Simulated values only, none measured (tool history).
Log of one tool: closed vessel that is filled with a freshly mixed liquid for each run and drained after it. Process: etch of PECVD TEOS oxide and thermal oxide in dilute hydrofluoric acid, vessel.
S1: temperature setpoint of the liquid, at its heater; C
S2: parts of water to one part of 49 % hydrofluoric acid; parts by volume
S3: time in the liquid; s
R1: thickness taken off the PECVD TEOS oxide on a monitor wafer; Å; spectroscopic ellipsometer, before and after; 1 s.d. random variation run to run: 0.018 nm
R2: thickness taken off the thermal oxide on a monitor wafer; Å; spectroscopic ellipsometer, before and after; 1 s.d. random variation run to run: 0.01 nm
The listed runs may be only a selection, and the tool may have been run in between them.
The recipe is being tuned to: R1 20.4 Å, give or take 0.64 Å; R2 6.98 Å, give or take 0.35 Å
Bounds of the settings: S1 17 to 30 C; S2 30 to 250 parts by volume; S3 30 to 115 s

run  hour    S1   S2  S3      R1      R2
  1     0    22  140  60  62.121    21.8
  2   7.6  24.5  140  60  67.993  23.649
  3  14.7    23  170  60  51.131  17.139
  4  22.2  21.5  185  60  43.455  14.906
  5  29.1    24  185  60  47.874   16.86
  6  33.9  22.5  200  60  41.859  13.911
  7  41.6    22  215  55   34.12  11.656
  8  45.6    21  225  55  30.784  10.808
  9  51.1  20.5  230  50  26.992  9.1014
 10  59.8  19.5  235  50  25.073  8.5402
 11  63.2    19  240  50  24.754  8.0682
 12  68.8  19.5  245  45  21.668  7.4583
 13  69.8    19  245  45  21.323  7.4558

Pick the move, out of 4, that brings all results within their allowed miss; only one does.
  A  70.8  17.5  240  45   ?   ?
  B  70.8  17.5  225  45   ?   ?
  C  70.8    18  230  45   ?   ?
  D  70.8    17  245  50   ?   ?

move      R1      R2
   A  20.405  6.9364
   B   22.06   7.499
   C  21.906  7.4465
   D  21.686  7.3718
A: in spec on every target
B: the biggest miss grows against the last run
C: the biggest miss grows against the last run
D: the biggest miss grows against the last run
So the answer is move A, the one that meets all the targets.
